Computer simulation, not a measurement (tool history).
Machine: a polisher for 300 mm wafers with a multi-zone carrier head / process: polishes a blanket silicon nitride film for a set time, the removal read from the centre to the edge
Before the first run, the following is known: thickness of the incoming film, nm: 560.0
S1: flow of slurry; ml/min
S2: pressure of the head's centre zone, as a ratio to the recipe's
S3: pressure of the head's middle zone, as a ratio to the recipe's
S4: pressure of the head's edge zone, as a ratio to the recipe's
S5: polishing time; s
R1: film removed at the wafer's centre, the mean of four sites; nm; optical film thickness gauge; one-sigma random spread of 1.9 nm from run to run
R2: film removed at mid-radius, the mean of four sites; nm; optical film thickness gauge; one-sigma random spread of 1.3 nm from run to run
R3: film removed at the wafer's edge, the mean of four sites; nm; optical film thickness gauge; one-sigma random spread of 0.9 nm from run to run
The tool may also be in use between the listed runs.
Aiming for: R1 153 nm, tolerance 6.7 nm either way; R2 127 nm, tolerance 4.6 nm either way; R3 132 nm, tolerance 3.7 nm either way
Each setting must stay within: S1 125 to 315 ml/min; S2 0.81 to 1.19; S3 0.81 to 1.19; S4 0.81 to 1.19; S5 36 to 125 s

| run | hour | S1 | S2 | S3 | S4 | S5 | R1 | R2 | R3 |
|---|---|---|---|---|---|---|---|---|---|
| 1 | 0 | 205 | 1 | 1 | 1 | 80 | 148.43 | 153.11 | 163.8 |
| 2 | 3.6 | 205 | 1 | 1 | 1 | 93 | 173.77 | 182.71 | 187.61 |
| 3 | 8.4 | 180 | 1 | 1 | 1 | 93 | 168.63 | 175.8 | 187.36 |
| 4 | 11.9 | 190 | 1.02 | 0.99 | 0.98 | 90 | 172.01 | 169.82 | 179.44 |
| 5 | 17 | 195 | 1.03 | 0.99 | 0.96 | 87 | 166.48 | 165.85 | 172.45 |
| 6 | 18.4 | 195 | 1.03 | 1.06 | 0.96 | 87 | 165.05 | 173.96 | 171.05 |
| 7 | 21.8 | 195 | 1.04 | 1.05 | 0.95 | 85 | 163.22 | 166.86 | 166.66 |
| 8 | 30.6 | 195 | 1.05 | 1.04 | 0.94 | 83 | 163.01 | 164.54 | 163.26 |
| 9 | 34.1 | 195 | 1.06 | 1.03 | 0.93 | 81 | 161.66 | 158.96 | 157.81 |
| 10 | 36.8 | 190 | 1.07 | 1.02 | 0.92 | 79 | 153.09 | 154.35 | 152.99 |
| 11 | 42.2 | 195 | 1.09 | 1 | 0.91 | 78 | 154.24 | 150.67 | 151.12 |
| 12 | 46.5 | 200 | 1.1 | 0.98 | 0.9 | 77 | 157.83 | 147.05 | 148.67 |
| 13 | 51.3 | 195 | 1.11 | 0.97 | 0.89 | 76 | 155.49 | 144.29 | 147.23 |
|  | 53.9 | edge zone pressure recalibrated |
| 14 | 53.9 | 195 | 1.12 | 0.96 | 0.88 | 75 | 155.35 | 141.11 | 137.03 |
| 15 | 59.4 | 190 | 1.12 | 0.95 | 0.89 | 75 | 152.22 | 139.5 | 135.83 |
| 16 | 62.7 | 190 | 1.12 | 0.93 | 0.9 | 75 | 153.85 | 134.53 | 136.93 |
| 17 | 63.6 | 185 | 1.12 | 0.93 | 0.9 | 75 | 156.3 | 136.03 | 137.33 |
| 18 | 65 | 180 | 1.12 | 0.92 | 0.9 | 75 | 149.22 | 132.92 | 137.53 |
| 19 | 70.7 | 180 | 1.13 | 0.91 | 0.9 | 75 | 154.43 | 131.78 | 137.97 |
| 20 | 74.3 | 180 | 1.13 | 0.91 | 0.89 | 75 | 150.12 | 135.48 | 134.98 |
| 21 | 81.2 | 180 | 1.13 | 0.9 | 0.89 | 75 | 154.73 | 131.86 | 135.78 |

Which one of the following 5 next-run settings gets every result inside its allowed miss? There is exactly one.
| A | 88.1 | 190 | 1.1 | 0.81 | 0.94 | 77 | ? | ? | ? |
| B | 88.1 | 170 | 1.14 | 0.95 | 0.83 | 77 | ? | ? | ? |
| C | 88.1 | 180 | 1.11 | 0.85 | 0.82 | 75 | ? | ? | ? |
| D | 88.1 | 130 | 1.11 | 0.86 | 0.96 | 79 | ? | ? | ? |
| E | 88.1 | 165 | 1.1 | 0.81 | 0.95 | 77 | ? | ? | ? |

| move | R1 | R2 | R3 |
|---|---|---|---|
| A | 154.97 | 125.23 | 143.66 |
| B | 157.6 | 138.45 | 133.77 |
| C | 150.93 | 125.31 | 130.66 |
| D | 148.34 | 125.21 | 141.51 |
| E | 151.02 | 122.39 | 141.98 |
A: corrects the largest miss of the last run, while another result sits out of spec
B: further off than the last run
C: all results land within tolerance of their targets
D: corrects the largest miss of the last run, while another result sits out of spec
E: moves the result that the last run missed by most past its target, out the other side
The right move is C.
